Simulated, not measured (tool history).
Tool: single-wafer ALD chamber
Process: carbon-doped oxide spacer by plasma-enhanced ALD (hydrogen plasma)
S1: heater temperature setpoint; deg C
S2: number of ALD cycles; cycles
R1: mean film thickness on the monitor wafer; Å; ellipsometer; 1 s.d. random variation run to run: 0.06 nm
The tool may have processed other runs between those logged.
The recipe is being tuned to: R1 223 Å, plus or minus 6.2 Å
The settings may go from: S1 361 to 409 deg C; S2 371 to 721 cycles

run  hour   S1   S2      R1
  1     0  385  546  269.01
  2   4.3  390  546  269.05
  3  12.5  396  546  269.09
  4  13.5  396  490  241.43
  5    21  396  414  204.58
  6  28.8  386  414  203.85
  7  31.1  386  420  206.58
  8  32.8  386  469  231.95

Exercise: of the 4 proposed moves below, exactly one satisfies all targets within the stated allowed misses. Which move is it?
  A  34.5  385  476   ?
  B  34.5  383  490   ?
  C  34.5  390  454   ?
  D  34.5  370  477   ?

move      R1
   A  233.65
   B  240.52
   C  222.85
   D  234.14
A: further off than the last run
B: further off than the last run
C: every result lands within tolerance
D: further off than the last run
Answer: C
